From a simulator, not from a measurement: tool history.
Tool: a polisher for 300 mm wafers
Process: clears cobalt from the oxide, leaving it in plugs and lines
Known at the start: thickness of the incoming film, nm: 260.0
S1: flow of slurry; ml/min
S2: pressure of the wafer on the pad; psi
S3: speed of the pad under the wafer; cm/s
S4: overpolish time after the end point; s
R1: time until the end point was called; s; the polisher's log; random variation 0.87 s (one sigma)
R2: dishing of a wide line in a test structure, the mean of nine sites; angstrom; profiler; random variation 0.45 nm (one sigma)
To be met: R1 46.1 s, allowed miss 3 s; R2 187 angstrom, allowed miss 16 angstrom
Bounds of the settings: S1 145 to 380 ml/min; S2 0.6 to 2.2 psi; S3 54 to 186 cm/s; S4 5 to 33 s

{"run": 1, "hour": 0.0, "S1": 245, "S2": 1.4, "S3": 118, "S4": 17, "R1": 70.201, "R2": 302.16}
{"run": 2, "hour": 1.7, "S1": 245, "S2": 1.1, "S3": 118, "S4": 17, "R1": 88.609, "R2": 275.55}
{"run": 3, "hour": 6.2, "S1": 245, "S2": 1.1, "S3": 118, "S4": 14, "R1": 87.362, "R2": 241.17}
{"run": 4, "hour": 9.2, "S1": 245, "S2": 1.1, "S3": 106, "S4": 14, "R1": 97.2, "R2": 225.31}
{"run": 5, "hour": 17.6, "S1": 245, "S2": 1.1, "S3": 106, "S4": 20, "R1": 96.715, "R2": 285.24}
{"run": 6, "hour": 26.5, "S1": 245, "S2": 1.4, "S3": 106, "S4": 20, "R1": 74.766, "R2": 312.43}
{"run": 7, "hour": 32.8, "S1": 275, "S2": 1.6, "S3": 96, "S4": 15, "R1": 72.245, "R2": 286.27}
{"run": 8, "hour": 37.6, "S1": 205, "S2": 1.2, "S3": 130, "S4": 7, "R1": 75.342, "R2": 161.24}
{"run": 9, "hour": 38.9, "S1": 210, "S2": 1.4, "S3": 132, "S4": 7, "R1": 62.335, "R2": 189.41}

5 next moves are on the table. One of them brings every result within its allowed miss. Which?
{"run": "A", "hour": 40.2, "S1": 155, "S2": 1.5, "S3": 176, "S4": 7, "R1": "?", "R2": "?"}
{"run": "B", "hour": 40.2, "S1": 265, "S2": 1.6, "S3": 126, "S4": 8, "R1": "?", "R2": "?"}
{"run": "C", "hour": 40.2, "S1": 190, "S2": 1.8, "S3": 144, "S4": 5, "R1": "?", "R2": "?"}
{"run": "D", "hour": 40.2, "S1": 160, "S2": 1.9, "S3": 138, "S4": 7, "R1": "?", "R2": "?"}
{"run": "E", "hour": 40.2, "S1": 250, "S2": 1.5, "S3": 148, "S4": 8, "R1": "?", "R2": "?"}

move=A R1=46.961 R2=230.81
move=B R1=56.627 R2=223.21
move=C R1=46.229 R2=185.33
move=D R1=46.954 R2=230.84
move=E R1=51.937 R2=235.85
A: brings the result that was furthest off to its target, and leaves another outside
B: nearer than the last run, and not there yet
C: meets every target
D: brings the result that was furthest off to its target, and leaves another outside
E: nearer than the last run, and not there yet
Move C is the one to make.
